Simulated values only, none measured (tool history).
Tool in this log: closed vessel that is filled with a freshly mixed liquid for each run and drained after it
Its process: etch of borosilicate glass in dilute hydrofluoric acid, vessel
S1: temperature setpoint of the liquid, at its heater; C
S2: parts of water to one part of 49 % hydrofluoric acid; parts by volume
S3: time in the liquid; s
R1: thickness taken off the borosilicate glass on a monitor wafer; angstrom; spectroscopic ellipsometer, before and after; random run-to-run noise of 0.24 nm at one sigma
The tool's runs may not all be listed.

| run | hour | S1 | S2 | S3 | R1 |
|---|---|---|---|---|---|
| 1 | 0.0 | 25.0 | 100 | 45 | 154.44 |
| 2 | 6.7 | 27.5 | 100 | 45 | 171.41 |
| 3 | 10.5 | 24.5 | 100 | 45 | 154.32 |
| 4 | 12.9 | 26.5 | 90 | 45 | 185.48 |
| 5 | 15.1 | 26.5 | 90 | 45 | 186.96 |
| 6 | 23.8 | 26.5 | 90 | 45 | 187.96 |

Estimate the outcome of run 7 from the log above:
| 7 | 32.0 | 28.0 | 85 | 45 | ? |

{"run 7": {"R1": 211.18}}
